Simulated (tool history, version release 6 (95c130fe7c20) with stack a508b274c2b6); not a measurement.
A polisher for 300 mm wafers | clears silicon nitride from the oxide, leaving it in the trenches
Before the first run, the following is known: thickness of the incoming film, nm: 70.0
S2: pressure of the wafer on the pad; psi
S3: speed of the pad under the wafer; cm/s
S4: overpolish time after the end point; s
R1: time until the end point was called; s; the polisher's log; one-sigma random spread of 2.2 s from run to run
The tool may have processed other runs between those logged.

Run 1, day 0: flow of slurry (ml/min) 230, S2 2.6 psi, S3 106 cm/s, S4 16 s. Result: R1 73.95 s.
Run 2, day 0.296: flow of slurry (ml/min) 230, S2 2.9 psi, S3 106 cm/s, S4 16 s. Result: R1 70.168 s.
Run 3, day 0.579: flow of slurry (ml/min) 230, S2 2.9 psi, S3 84 cm/s, S4 16 s. Result: R1 87.95 s.
Run 4, day 0.675: flow of slurry (ml/min) 230, S2 2.8 psi, S3 84 cm/s, S4 16 s. Result: R1 90.953 s.
Run 5, day 0.954: flow of slurry (ml/min) 230, S2 3.1 psi, S3 84 cm/s, S4 16 s. Result: R1 83.039 s.
Run 6, day 0.988: flow of slurry (ml/min) 230, S2 3 psi, S3 84 cm/s, S4 16 s. Result: R1 85.901 s.

What does the tool deliver on the next run?
Run 7, day 1.208: flow of slurry (ml/min) 230, S2 2.9 psi, S3 84 cm/s, S4 16 s. Result: R1 ?.

{"run 7": {"R1": 89.252}}

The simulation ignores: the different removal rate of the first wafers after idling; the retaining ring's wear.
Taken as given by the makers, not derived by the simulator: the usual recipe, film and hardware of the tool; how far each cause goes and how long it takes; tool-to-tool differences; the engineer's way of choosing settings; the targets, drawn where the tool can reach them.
